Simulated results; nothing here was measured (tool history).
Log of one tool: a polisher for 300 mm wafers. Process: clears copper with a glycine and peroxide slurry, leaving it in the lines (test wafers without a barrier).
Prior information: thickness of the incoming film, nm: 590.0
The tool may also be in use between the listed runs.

run,hour,flow of slurry (ml/min),pressure of the wafer on the pad (kPa),speed of the pad under the wafer (m/s),overpolish time after the end point (s),time until the end point was called (s),dishing of a wide line in a test structure (nm)
1,0,300,21.4,0.84,16,135.17,55.644
2,5.9,300,20,0.84,17,140.61,56.977
3,11.5,365,20,0.84,17,138.04,57.902
4,15.2,365,20,0.84,11,139.68,39.111
5,22.5,365,15.9,0.84,11,160.66,34.768
6,29.6,365,15.2,0.82,13,167.24,37.542

Run 7 comes next. What will it give?
7,33.2,365,14.5,0.8,15,?,?

Run 7 measured time until the end point was called (s) 174.95, dishing of a wide line in a test structure (nm) 41.474.

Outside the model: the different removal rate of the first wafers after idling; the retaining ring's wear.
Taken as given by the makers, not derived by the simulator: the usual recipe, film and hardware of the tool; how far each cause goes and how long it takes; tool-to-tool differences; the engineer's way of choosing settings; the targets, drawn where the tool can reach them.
